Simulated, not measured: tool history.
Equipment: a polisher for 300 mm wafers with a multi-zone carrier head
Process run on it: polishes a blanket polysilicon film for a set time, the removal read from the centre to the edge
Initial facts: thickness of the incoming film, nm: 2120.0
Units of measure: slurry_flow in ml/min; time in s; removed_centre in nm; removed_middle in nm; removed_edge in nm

| run | day | slurry_flow | centre_zone | middle_zone | edge_zone | time | removed_centre | removed_middle | removed_edge |
|---|---|---|---|---|---|---|---|---|---|
| 1 | 0 | 255 | 1 | 1 | 1 | 88 | 576.85 | 576.09 | 608.76 |
| 2 | 0.146 | 255 | 1 | 1 | 0.94 | 88 | 574.74 | 590.51 | 591.52 |
| 3 | 0.267 | 225 | 1 | 1 | 0.94 | 88 | 584.06 | 589.44 | 586.44 |
| 4 | 0.6 | 230 | 1 | 1.02 | 0.96 | 90 | 595.12 | 613.98 | 596.65 |
| 5 | 0.933 | 240 | 0.99 | 1.03 | 0.98 | 92 | 595.61 | 625.02 | 631.61 |
| 6 | 0.975 | 240 | 0.99 | 1.11 | 0.98 | 92 | 590.92 | 672.54 | 617.4 |
| 7 | 0.996 | 245 | 0.99 | 1.11 | 1 | 94 | 594.09 | 693.11 | 641 |

Expected results for the next run?
| 8 | 1.321 | 250 | 1 | 1.11 | 1.02 | 95 | ? | ? | ? |

removed_centre: 626.75 nm
removed_middle: 702.95 nm
removed_edge: 656.58 nm

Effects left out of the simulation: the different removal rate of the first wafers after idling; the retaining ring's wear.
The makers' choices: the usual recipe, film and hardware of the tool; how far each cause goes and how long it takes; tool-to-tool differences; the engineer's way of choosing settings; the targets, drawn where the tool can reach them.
